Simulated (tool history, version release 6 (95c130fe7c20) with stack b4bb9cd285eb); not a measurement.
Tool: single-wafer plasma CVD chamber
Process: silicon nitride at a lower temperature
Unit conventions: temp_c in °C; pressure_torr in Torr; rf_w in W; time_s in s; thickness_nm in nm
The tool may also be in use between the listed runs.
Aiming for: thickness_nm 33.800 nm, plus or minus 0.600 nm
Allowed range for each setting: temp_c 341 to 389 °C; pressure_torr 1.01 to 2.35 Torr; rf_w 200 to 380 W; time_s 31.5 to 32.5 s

run,hour,temp_c,pressure_torr,rf_w,time_s,thickness_nm
1,0.0,365,1.68,290,31.5,37.691
2,2.8,365,1.68,270,31.5,34.806
3,9.8,365,1.51,270,31.5,34.611
4,16.5,365,1.51,310,31.5,39.382
5,19.2,365,1.42,300,31.5,37.666
6,24.0,365,1.42,300,31.5,37.714
7,31.2,365,1.08,270,31.5,32.741
8,35.3,365,1.13,270,31.5,32.909
9,42.1,365,1.17,270,31.5,33.064

Below are 5 possible settings for the next run. Only one of them brings all results inside the allowed miss of their targets. Which is it?
A,48.9,366,1.06,260,32.0,?
B,48.9,364,1.11,260,32.5,?
C,48.9,366,1.15,255,32.5,?
D,48.9,364,1.26,265,32.5,?
E,48.9,371,1.14,265,31.5,?

move,thickness_nm
A,31.933
B,32.675
C,32.145
D,33.961
E,32.336
A: its largest miss is bigger than the last run's
B: its largest miss is bigger than the last run's
C: its largest miss is bigger than the last run's
D: all results land within tolerance of their targets
E: its largest miss is bigger than the last run's
Go with D: it meets all targets.

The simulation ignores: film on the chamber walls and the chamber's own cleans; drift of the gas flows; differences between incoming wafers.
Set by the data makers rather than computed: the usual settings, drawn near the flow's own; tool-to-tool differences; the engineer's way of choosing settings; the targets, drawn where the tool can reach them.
